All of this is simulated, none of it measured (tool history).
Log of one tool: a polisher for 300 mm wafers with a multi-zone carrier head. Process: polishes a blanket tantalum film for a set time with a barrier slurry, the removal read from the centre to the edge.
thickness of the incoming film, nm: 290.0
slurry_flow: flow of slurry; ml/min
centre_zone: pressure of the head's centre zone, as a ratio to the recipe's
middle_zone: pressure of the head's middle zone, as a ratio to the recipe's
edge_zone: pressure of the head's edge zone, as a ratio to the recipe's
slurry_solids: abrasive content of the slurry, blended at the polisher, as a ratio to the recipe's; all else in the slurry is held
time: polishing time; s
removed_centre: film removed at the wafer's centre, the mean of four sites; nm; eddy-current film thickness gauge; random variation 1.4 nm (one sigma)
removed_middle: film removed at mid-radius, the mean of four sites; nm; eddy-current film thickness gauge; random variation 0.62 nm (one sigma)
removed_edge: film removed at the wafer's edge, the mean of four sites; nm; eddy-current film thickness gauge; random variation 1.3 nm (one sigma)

run,hour,slurry_flow,centre_zone,middle_zone,edge_zone,slurry_solids,time,removed_centre,removed_middle,removed_edge
1,0.0,160,1.00,1.00,1.00,1.00,46,81.849,86.115,88.464
2,4.5,160,1.00,1.00,1.00,1.20,46,85.907,89.563,88.294
3,12.3,165,1.00,0.98,1.02,1.20,47,89.961,90.798,93.657
4,14.3,170,1.00,0.98,1.04,1.20,47,89.065,90.735,94.469
5,18.7,175,1.00,0.97,1.06,1.20,47,90.767,90.196,96.131
6,23.0,175,1.07,0.97,1.06,1.20,47,96.699,90.928,95.859

Run 7 comes next. What will it give?
7,31.1,195,0.97,0.91,1.16,1.45,48,?,?,?

removed_centre: 96.386 nm
removed_middle: 92.943 nm
removed_edge: 105.290 nm

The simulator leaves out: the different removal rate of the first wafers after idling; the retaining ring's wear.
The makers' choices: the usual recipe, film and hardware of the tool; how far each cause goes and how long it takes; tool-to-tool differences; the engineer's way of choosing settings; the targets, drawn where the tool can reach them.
